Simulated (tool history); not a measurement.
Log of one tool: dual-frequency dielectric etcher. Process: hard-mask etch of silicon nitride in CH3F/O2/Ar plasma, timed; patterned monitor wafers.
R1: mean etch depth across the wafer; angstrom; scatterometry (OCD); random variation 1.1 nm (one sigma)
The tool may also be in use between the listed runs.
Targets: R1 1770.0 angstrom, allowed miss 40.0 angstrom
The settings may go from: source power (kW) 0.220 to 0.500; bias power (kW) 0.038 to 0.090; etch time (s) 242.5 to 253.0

{"run": 1, "hour": 0.0, "source power (kW)": 0.36, "bias power (kW)": 0.064, "etch time (s)": 242.5, "R1": 1497.4}
{"run": 2, "hour": 9.0, "source power (kW)": 0.37, "bias power (kW)": 0.065, "etch time (s)": 242.5, "R1": 1516.8}
{"run": 3, "hour": 9.8, "source power (kW)": 0.37, "bias power (kW)": 0.065, "etch time (s)": 253.0, "R1": 1600.2}
{"run": 4, "hour": 10.9, "source power (kW)": 0.37, "bias power (kW)": 0.073, "etch time (s)": 253.0, "R1": 1634.3}
{"run": 5, "hour": 17.0, "source power (kW)": 0.37, "bias power (kW)": 0.062, "etch time (s)": 253.0, "R1": 1573.0}
{"run": 6, "hour": 18.4, "source power (kW)": 0.37, "bias power (kW)": 0.062, "etch time (s)": 253.0, "R1": 1546.3}
{"run": 7, "hour": 22.6, "source power (kW)": 0.38, "bias power (kW)": 0.063, "etch time (s)": 253.0, "R1": 1583.2}
{"run": 8, "hour": 30.8, "source power (kW)": 0.39, "bias power (kW)": 0.064, "etch time (s)": 253.0, "R1": 1631.4}
{"run": 9, "hour": 36.7, "source power (kW)": 0.4, "bias power (kW)": 0.064, "etch time (s)": 253.0, "R1": 1632.9}
{"hour": 43.1, "done": "wet clean of the chamber"}
{"run": 10, "hour": 43.1, "source power (kW)": 0.41, "bias power (kW)": 0.064, "etch time (s)": 253.0, "R1": 1733.5}

4 next moves are on the table. One of them brings every result within its allowed miss. Which?
{"run": "A", "hour": 49.5, "source power (kW)": 0.4, "bias power (kW)": 0.062, "etch time (s)": 249.5, "R1": "?"}
{"run": "B", "hour": 49.5, "source power (kW)": 0.4, "bias power (kW)": 0.064, "etch time (s)": 244.0, "R1": "?"}
{"run": "C", "hour": 49.5, "source power (kW)": 0.45, "bias power (kW)": 0.068, "etch time (s)": 246.5, "R1": "?"}
{"run": "D", "hour": 49.5, "source power (kW)": 0.42, "bias power (kW)": 0.055, "etch time (s)": 247.0, "R1": "?"}

move=A R1=1651.1
move=B R1=1626.5
move=C R1=1756.2
move=D R1=1627.4
A: further off than the last run
B: further off than the last run
C: meets every target
D: further off than the last run
The right move is C.

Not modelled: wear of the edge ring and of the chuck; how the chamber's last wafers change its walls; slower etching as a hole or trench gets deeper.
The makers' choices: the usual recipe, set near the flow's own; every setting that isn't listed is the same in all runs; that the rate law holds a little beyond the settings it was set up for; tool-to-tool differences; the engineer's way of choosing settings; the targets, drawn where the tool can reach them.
